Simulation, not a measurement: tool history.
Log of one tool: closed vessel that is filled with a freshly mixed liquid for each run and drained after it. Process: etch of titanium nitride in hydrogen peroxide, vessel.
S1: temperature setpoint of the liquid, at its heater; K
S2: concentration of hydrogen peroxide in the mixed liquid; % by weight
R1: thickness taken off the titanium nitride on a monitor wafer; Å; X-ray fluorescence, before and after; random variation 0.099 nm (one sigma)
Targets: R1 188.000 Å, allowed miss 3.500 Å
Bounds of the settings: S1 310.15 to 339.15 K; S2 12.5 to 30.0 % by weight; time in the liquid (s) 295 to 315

run 1 hour=0.0 | S1=326.15 S2=24.5 time_in_the_liquid_(s)=295 | R1=114.580
run 2 hour=2.8 | S1=326.15 S2=24.5 time_in_the_liquid_(s)=315 | R1=123.650
run 3 hour=7.6 | S1=326.15 S2=27.5 time_in_the_liquid_(s)=315 | R1=125.540
run 4 hour=15.5 | S1=322.65 S2=27.5 time_in_the_liquid_(s)=315 | R1=98.224
run 5 hour=19.3 | S1=322.65 S2=27.5 time_in_the_liquid_(s)=315 | R1=98.430
run 6 hour=22.1 | S1=322.65 S2=30.0 time_in_the_liquid_(s)=315 | R1=100.090
run 7 hour=26.1 | S1=324.65 S2=30.0 time_in_the_liquid_(s)=315 | R1=114.880
run 8 hour=34.8 | S1=326.15 S2=30.0 time_in_the_liquid_(s)=315 | R1=128.270
run 9 hour=39.0 | S1=327.15 S2=30.0 time_in_the_liquid_(s)=315 | R1=138.450
run 10 hour=46.8 | S1=327.15 S2=30.0 time_in_the_liquid_(s)=315 | R1=138.030
run 11 hour=49.1 | S1=328.15 S2=30.0 time_in_the_liquid_(s)=315 | R1=147.260
run 12 hour=50.2 | S1=328.15 S2=30.0 time_in_the_liquid_(s)=315 | R1=148.070
run 13 hour=55.8 | S1=328.65 S2=30.0 time_in_the_liquid_(s)=315 | R1=152.950
run 14 hour=57.6 | S1=329.15 S2=30.0 time_in_the_liquid_(s)=315 | R1=159.210
run 15 hour=66.0 | S1=329.65 S2=30.0 time_in_the_liquid_(s)=315 | R1=164.120
run 16 hour=73.7 | S1=330.15 S2=30.0 time_in_the_liquid_(s)=315 | R1=170.840

5 next moves are on the table. One of them brings every result within its allowed miss. Which?
run A hour=81.4 | S1=329.65 S2=29.5 time_in_the_liquid_(s)=295 | R1=?
run B hour=81.4 | S1=332.65 S2=29.0 time_in_the_liquid_(s)=310 | R1=?
run C hour=81.4 | S1=331.15 S2=30.0 time_in_the_liquid_(s)=310 | R1=?
run D hour=81.4 | S1=331.15 S2=29.5 time_in_the_liquid_(s)=315 | R1=?
run E hour=81.4 | S1=333.15 S2=25.5 time_in_the_liquid_(s)=295 | R1=?

move=A R1=152.620
move=B R1=196.390
move=C R1=178.560
move=D R1=180.760
move=E R1=187.960
A: further off than the last run
B: takes the result that was furthest off past its target
C: nearer than the last run, and not there yet
D: nearer than the last run, and not there yet
E: meets every target
Answer: E
